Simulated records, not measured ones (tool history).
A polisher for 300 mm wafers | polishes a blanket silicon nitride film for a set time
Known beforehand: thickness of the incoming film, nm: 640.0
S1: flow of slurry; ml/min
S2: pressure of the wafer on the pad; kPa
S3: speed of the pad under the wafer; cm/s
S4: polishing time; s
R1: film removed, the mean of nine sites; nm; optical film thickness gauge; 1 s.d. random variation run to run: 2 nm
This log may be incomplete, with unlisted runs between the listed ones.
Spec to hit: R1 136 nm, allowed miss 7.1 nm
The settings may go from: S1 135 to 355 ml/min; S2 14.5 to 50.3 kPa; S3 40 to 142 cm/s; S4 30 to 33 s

run	hour	S1	S2	S3	S4	R1
1	0	225	32.4	90	33	73.564
2	1.7	225	32.4	90	33	76.502
3	6.6	225	37.9	90	33	89.298
4	13.6	225	30.3	90	33	69.629
5	17.8	225	30.3	90	33	70.428
6	23.5	265	30.3	90	33	71.123
7	28.3	265	32.4	90	33	75.167
8	33	265	34.5	90	33	80.159
9	35.8	265	35.9	92	33	84.511
10	37.1	265	37.2	94	33	88.677
11	42.7	265	38.6	96	33	95.005
12	47.4	265	40	96	33	101.19
13	55.7	265	40.7	96	33	99.167

Which one of the following 4 next-run settings gets every result inside its allowed miss? There is exactly one.
A	64	290	42.1	114	32	?
B	64	245	43.4	128	33	?
C	64	295	33.1	82	30	?
D	64	285	49	124	33	?

move	R1
A	118.49
B	136.18
C	67.68
D	151.39
A: closes in on the targets versus the last run, not all within tolerance yet
B: all results in spec
C: lands further from the targets than the last run did
D: takes the biggest miss from the last run beyond its target
So the answer is move B, the one that meets all the targets.
